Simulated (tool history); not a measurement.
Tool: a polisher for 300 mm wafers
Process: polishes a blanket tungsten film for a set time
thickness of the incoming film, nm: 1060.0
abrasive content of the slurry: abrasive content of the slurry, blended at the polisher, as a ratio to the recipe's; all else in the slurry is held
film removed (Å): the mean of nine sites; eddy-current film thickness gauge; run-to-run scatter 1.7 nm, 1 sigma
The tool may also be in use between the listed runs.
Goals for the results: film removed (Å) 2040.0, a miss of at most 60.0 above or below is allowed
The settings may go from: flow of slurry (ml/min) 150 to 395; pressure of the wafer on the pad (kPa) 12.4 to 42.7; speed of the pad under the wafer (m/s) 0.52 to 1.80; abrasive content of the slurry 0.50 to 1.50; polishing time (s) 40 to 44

run  hour  flow of slurry (ml/min)  pressure of the wafer on the pad (kPa)  speed of the pad under the wafer (m/s)  abrasive content of the slurry  polishing time (s)  film removed (Å)
  1   0.0                      250                                    27.6                                    1.16                            1.00                  44            2327.0
  2   2.6                      250                                    26.9                                    1.16                            1.00                  44            2304.7
  3   4.7                      250                                    26.2                                    1.16                            1.00                  44            2239.1
  4   7.8                      250                                    26.2                                    1.42                            1.00                  44            2691.2
  5  15.3                      250                                    25.5                                    1.42                            1.00                  44            2696.3
  6  16.7                      250                                    24.8                                    1.42                            1.00                  44            2572.2
  7  20.8                      250                                    24.1                                    1.42                            1.00                  44            2486.2
  8  24.0                      250                                    23.4                                    1.42                            1.00                  44            2497.2
  9  32.7                      250                                    22.8                                    1.42                            1.00                  44            2380.3
 10  37.6                      250                                    22.1                                    1.42                            1.00                  44            2313.0
 11  40.7                      250                                    21.4                                    1.42                            1.00                  44            2238.7

4 next moves are on the table. One of them brings every result within its allowed miss. Which?
  A  43.8                      250                                    20.7                                    1.40                            0.95                  40                 ?
  B  43.8                      295                                    22.8                                    1.46                            1.10                  44                 ?
  C  43.8                      280                                    22.1                                    1.40                            0.80                  41                 ?
  D  43.8                      250                                    17.9                                    1.46                            0.95                  43                 ?

move  film removed (Å)
   A            1951.0
   B            2569.8
   C            2083.2
   D            1905.2
A: pushes the last run's worst result past its target
B: further off than the last run
C: in spec on every target
D: pushes the last run's worst result past its target
C meets every target.

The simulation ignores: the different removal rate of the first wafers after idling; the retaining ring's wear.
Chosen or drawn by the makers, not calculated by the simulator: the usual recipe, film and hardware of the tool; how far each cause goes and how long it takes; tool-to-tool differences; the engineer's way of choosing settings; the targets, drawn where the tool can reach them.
